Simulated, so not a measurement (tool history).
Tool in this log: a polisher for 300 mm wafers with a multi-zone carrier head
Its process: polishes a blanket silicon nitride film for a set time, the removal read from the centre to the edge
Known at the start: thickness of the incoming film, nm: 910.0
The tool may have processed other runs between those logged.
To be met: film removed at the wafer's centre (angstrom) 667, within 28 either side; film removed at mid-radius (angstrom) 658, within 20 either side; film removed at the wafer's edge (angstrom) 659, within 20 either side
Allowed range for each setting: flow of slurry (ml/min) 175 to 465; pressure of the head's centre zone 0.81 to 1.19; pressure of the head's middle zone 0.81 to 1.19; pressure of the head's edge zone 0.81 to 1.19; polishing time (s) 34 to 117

run,day,flow of slurry (ml/min),pressure of the head's centre zone,pressure of the head's middle zone,pressure of the head's edge zone,polishing time (s),film removed at the wafer's centre (angstrom),film removed at mid-radius (angstrom),film removed at the wafer's edge (angstrom)
1,0,295,1,1,1,75,1255.3,1212,1271.5
2,0.025,295,1,1,0.95,75,1226.8,1229.3,1232.9
3,0.067,285,1,0.97,0.92,64,1035.5,1019.6,1057.5
4,0.246,360,1,0.97,0.92,64,1068.1,1037.8,1044.8
5,0.588,360,1.08,0.97,0.92,64,1152.3,1046.8,1046.7
6,0.688,410,1.08,0.97,0.92,64,1169.6,1065.9,1066.7
7,1.012,395,1.05,0.96,0.89,56,969.29,926.48,906.46
8,1.329,310,0.97,0.86,0.81,40,648.53,598.28,629.17
9,1.621,320,0.97,0.88,0.82,40,631.22,609.68,614.55
10,1.804,320,0.98,0.89,0.84,40,645.35,618.93,625.95
11,1.85,325,0.98,0.9,0.86,40,635.12,625.2,637.38
12,2.196,330,0.99,0.91,0.87,40,668.87,629.69,639.9
13,2.479,330,0.98,0.92,0.88,40,652.6,636.09,637.84
14,2.504,330,0.98,0.93,0.89,40,638.18,635.32,639.78

Of the 5 settings listed for the next run, only one would bring every result within its allowed miss of target. Which one?
A,2.529,280,1.06,0.96,0.86,39,?,?,?
B,2.529,260,0.96,0.93,0.9,39,?,?,?
C,2.529,345,1.03,1,0.81,40,?,?,?
D,2.529,305,0.93,0.94,0.88,39,?,?,?
E,2.529,380,0.97,0.93,0.86,41,?,?,?

move,film removed at the wafer's centre (angstrom),film removed at mid-radius (angstrom),film removed at the wafer's edge (angstrom)
A,682.78,617.89,609.04
B,611.7,601.42,617.73
C,696.77,663.45,618.14
D,604.65,616.49,619.96
E,678.22,657.14,655.21
A: misses by more than the last run did
B: misses by more than the last run did
C: meets the target for the result that was furthest off, but another lies outside its allowed miss
D: misses by more than the last run did
E: every result within its allowed miss
Answer: E
